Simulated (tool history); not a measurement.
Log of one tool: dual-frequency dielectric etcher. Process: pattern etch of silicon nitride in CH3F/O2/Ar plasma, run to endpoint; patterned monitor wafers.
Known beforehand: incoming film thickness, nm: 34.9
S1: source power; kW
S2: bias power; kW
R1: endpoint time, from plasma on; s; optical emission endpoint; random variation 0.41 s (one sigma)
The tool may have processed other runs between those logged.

run	hour	S1	S2	R1
1	0.0	0.280	0.078	54.935
2	8.8	0.260	0.073	57.402
3	14.8	0.300	0.073	54.360
4	19.3	0.300	0.062	56.583
5	23.5	0.300	0.057	57.708
6	31.3	0.350	0.057	54.045
# hour 38.0: wet clean of the chamber
7	38.0	0.320	0.055	58.747

Run 8 comes next. What will it give?
8	40.6	0.300	0.054	?

{"run 8": {"R1": 60.549}}
